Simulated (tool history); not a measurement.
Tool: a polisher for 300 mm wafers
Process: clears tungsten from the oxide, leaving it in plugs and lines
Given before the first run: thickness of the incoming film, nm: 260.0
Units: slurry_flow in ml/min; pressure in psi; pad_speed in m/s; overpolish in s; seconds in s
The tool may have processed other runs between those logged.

run 1 hour=0.0 | slurry_flow=230 pressure=3.0 pad_speed=1.10 slurry_solids=1.0 overpolish=8 | seconds=67.118
run 2 hour=7.5 | slurry_flow=230 pressure=3.4 pad_speed=1.12 slurry_solids=1.0 overpolish=8 | seconds=59.881
run 3 hour=12.3 | slurry_flow=230 pressure=3.4 pad_speed=1.12 slurry_solids=1.1 overpolish=8 | seconds=58.699
run 4 hour=20.3 | slurry_flow=230 pressure=3.7 pad_speed=1.14 slurry_solids=1.1 overpolish=8 | seconds=54.380
run 5 hour=24.3 | slurry_flow=230 pressure=3.7 pad_speed=1.14 slurry_solids=1.0 overpolish=8 | seconds=53.798
run 6 hour=27.2 | slurry_flow=230 pressure=4.3 pad_speed=1.14 slurry_solids=1.0 overpolish=8 | seconds=47.933
run 7 hour=30.4 | slurry_flow=230 pressure=4.4 pad_speed=1.18 slurry_solids=1.0 overpolish=8 | seconds=44.574

The next listed run, before its measurement:
run 8 hour=32.5 | slurry_flow=230 pressure=4.5 pad_speed=1.20 slurry_solids=1.0 overpolish=8 | seconds=?

Logged for run 8: seconds 42.559 s.

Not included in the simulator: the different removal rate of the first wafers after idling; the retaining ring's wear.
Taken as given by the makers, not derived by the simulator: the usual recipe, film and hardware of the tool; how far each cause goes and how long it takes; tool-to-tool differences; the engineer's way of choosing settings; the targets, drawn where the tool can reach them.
